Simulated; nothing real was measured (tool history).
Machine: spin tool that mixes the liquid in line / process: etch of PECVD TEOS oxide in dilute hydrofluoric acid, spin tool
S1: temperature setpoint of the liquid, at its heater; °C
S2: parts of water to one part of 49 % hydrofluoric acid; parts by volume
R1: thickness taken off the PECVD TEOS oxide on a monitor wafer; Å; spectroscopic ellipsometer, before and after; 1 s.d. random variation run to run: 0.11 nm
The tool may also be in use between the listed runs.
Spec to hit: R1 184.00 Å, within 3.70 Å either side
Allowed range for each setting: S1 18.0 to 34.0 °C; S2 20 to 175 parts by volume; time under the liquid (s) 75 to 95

{"run": 1, "hour": 0.0, "S1": 26.0, "S2": 95, "time under the liquid (s)": 95, "R1": 191.84}
{"run": 2, "hour": 3.7, "S1": 26.0, "S2": 95, "time under the liquid (s)": 75, "R1": 151.68}
{"run": 3, "hour": 9.6, "S1": 26.5, "S2": 95, "time under the liquid (s)": 75, "R1": 154.4}
{"run": 4, "hour": 12.2, "S1": 26.5, "S2": 95, "time under the liquid (s)": 95, "R1": 196.63}
{"run": 5, "hour": 14.8, "S1": 26.5, "S2": 75, "time under the liquid (s)": 95, "R1": 255.82}
{"run": 6, "hour": 15.8, "S1": 29.5, "S2": 75, "time under the liquid (s)": 95, "R1": 285.77}
{"run": 7, "hour": 20.6, "S1": 28.0, "S2": 75, "time under the liquid (s)": 95, "R1": 273.68}
{"run": 8, "hour": 27.5, "S1": 28.0, "S2": 75, "time under the liquid (s)": 95, "R1": 272.74}
{"run": 9, "hour": 36.3, "S1": 26.5, "S2": 75, "time under the liquid (s)": 95, "R1": 253.07}
{"hour": 44.9, "done": "thermometer replaced"}
{"run": 10, "hour": 44.9, "S1": 25.5, "S2": 75, "time under the liquid (s)": 95, "R1": 257.5}
{"run": 11, "hour": 50.9, "S1": 24.5, "S2": 75, "time under the liquid (s)": 95, "R1": 248.61}
{"run": 12, "hour": 54.8, "S1": 23.5, "S2": 75, "time under the liquid (s)": 95, "R1": 240.22}
{"run": 13, "hour": 56.4, "S1": 19.5, "S2": 80, "time under the liquid (s)": 95, "R1": 188.62}

Below are 5 possible settings for the next run. Only one of them brings all results inside the allowed miss of their targets. Which is it?
{"run": "A", "hour": 58.0, "S1": 20.0, "S2": 65, "time under the liquid (s)": 75, "R1": "?"}
{"run": "B", "hour": 58.0, "S1": 18.0, "S2": 75, "time under the liquid (s)": 95, "R1": "?"}
{"run": "C", "hour": 58.0, "S1": 20.5, "S2": 70, "time under the liquid (s)": 80, "R1": "?"}
{"run": "D", "hour": 58.0, "S1": 18.5, "S2": 70, "time under the liquid (s)": 90, "R1": "?"}
{"run": "E", "hour": 58.0, "S1": 20.0, "S2": 75, "time under the liquid (s)": 85, "R1": "?"}

move=A R1=191.72
move=B R1=191.21
move=C R1=192.77
move=D R1=199.36
move=E R1=186.12
A: misses by more than the last run did
B: misses by more than the last run did
C: misses by more than the last run did
D: misses by more than the last run did
E: every result lands within tolerance
Answer: E
